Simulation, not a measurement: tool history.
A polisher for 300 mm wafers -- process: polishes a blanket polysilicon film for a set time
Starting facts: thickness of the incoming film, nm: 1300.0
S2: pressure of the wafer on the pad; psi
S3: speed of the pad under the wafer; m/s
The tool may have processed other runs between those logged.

{"run": 1, "hour": 0.0, "flow of slurry (ml/min)": 310, "S2": 2.4, "S3": 0.98, "polishing time (s)": 52, "film removed (Å)": 2986.2}
{"run": 2, "hour": 8.7, "flow of slurry (ml/min)": 310, "S2": 2.4, "S3": 0.98, "polishing time (s)": 52, "film removed (Å)": 2924.3}
{"run": 3, "hour": 14.4, "flow of slurry (ml/min)": 310, "S2": 2.2, "S3": 0.98, "polishing time (s)": 52, "film removed (Å)": 2717.8}
{"run": 4, "hour": 19.6, "flow of slurry (ml/min)": 340, "S2": 2.2, "S3": 0.98, "polishing time (s)": 52, "film removed (Å)": 2775.6}
{"run": 5, "hour": 23.5, "flow of slurry (ml/min)": 330, "S2": 2, "S3": 0.98, "polishing time (s)": 52, "film removed (Å)": 2492.6}
{"run": 6, "hour": 28.1, "flow of slurry (ml/min)": 330, "S2": 2, "S3": 0.98, "polishing time (s)": 52, "film removed (Å)": 2500.4}
{"run": 7, "hour": 36.9, "flow of slurry (ml/min)": 325, "S2": 1.9, "S3": 0.98, "polishing time (s)": 52, "film removed (Å)": 2372.8}
{"run": 8, "hour": 44.1, "flow of slurry (ml/min)": 320, "S2": 1.8, "S3": 0.98, "polishing time (s)": 52, "film removed (Å)": 2262.9}

Run 9 comes next. What will it give?
{"hour": 47.9, "done": "worn pad replaced by a new one"}
{"run": 9, "hour": 47.9, "flow of slurry (ml/min)": 315, "S2": 1.7, "S3": 0.98, "polishing time (s)": 52, "film removed (Å)": "?"}

film removed (Å): 2394
